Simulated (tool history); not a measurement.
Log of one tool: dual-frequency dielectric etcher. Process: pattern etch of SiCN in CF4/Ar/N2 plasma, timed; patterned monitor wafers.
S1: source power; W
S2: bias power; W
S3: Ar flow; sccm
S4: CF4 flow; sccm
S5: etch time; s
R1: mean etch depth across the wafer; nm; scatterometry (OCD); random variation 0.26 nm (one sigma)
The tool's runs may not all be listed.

| run | hour | S1 | S2 | S3 | S4 | S5 | R1 |
|---|---|---|---|---|---|---|---|
| 1 | 0.0 | 420 | 88 | 129 | 52 | 84.0 | 73.883 |
| 2 | 6.5 | 420 | 88 | 129 | 52 | 84.0 | 73.614 |
| 3 | 14.6 | 410 | 88 | 129 | 52 | 84.0 | 72.394 |
| 4 | 23.2 | 400 | 88 | 129 | 52 | 84.0 | 71.493 |
|  | 27.9 | source power generator calibrated |
| 5 | 27.9 | 400 | 100 | 129 | 52 | 84.0 | 74.197 |
| 6 | 32.7 | 390 | 100 | 129 | 52 | 84.0 | 72.484 |
| 7 | 33.9 | 380 | 100 | 129 | 52 | 84.0 | 71.593 |

Run 8 comes next. What will it give?
| 8 | 35.6 | 370 | 100 | 129 | 52 | 84.0 | ? |

{"run 8": {"R1": 70.33}}
